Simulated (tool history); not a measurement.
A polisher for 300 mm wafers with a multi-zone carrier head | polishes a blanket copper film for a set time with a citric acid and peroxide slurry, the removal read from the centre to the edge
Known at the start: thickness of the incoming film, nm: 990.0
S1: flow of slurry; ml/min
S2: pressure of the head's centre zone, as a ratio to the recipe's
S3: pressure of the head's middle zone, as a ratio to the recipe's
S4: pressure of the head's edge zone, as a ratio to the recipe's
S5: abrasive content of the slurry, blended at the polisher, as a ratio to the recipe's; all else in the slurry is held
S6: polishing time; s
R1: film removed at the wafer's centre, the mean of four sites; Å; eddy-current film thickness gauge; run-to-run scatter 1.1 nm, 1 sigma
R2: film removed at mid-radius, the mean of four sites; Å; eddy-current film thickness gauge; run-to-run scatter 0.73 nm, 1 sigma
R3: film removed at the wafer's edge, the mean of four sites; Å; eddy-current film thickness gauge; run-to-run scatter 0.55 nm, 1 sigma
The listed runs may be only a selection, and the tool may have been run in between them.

| run | day | S1 | S2 | S3 | S4 | S5 | S6 | R1 | R2 | R3 |
|---|---|---|---|---|---|---|---|---|---|---|
| 1 | 0 | 180 | 1 | 1 | 1 | 1 | 71 | 1064.3 | 1043.8 | 1045.7 |
| 2 | 0.05 | 180 | 1 | 1 | 1 | 1 | 84 | 1249.2 | 1238.9 | 1222.6 |
| 3 | 0.35 | 180 | 1 | 1 | 1 | 1.15 | 84 | 1285.5 | 1242.9 | 1274.6 |
| 4 | 0.704 | 180 | 1 | 1.05 | 1 | 1.15 | 84 | 1314.7 | 1333.5 | 1247 |
| 5 | 1.054 | 180 | 1 | 1.05 | 1 | 0.95 | 84 | 1288.3 | 1269.8 | 1217.5 |
| 6 | 1.179 | 160 | 1 | 1.05 | 1 | 0.95 | 84 | 1239.4 | 1255.5 | 1199.6 |
| 7 | 1.367 | 165 | 1.02 | 1.02 | 0.98 | 0.85 | 81 | 1196.1 | 1162.2 | 1142.7 |
| 8 | 1.429 | 145 | 1.12 | 0.92 | 0.88 | 0.6 | 65 | 986.88 | 812.51 | 820.52 |

Run 9, settings as shown, results not yet in. Your forecast:
| 9 | 1.512 | 150 | 1.12 | 0.91 | 0.89 | 0.6 | 65 | ? | ? | ? |

R1: 963.82 Å
R2: 813.95 Å
R3: 832.27 Å
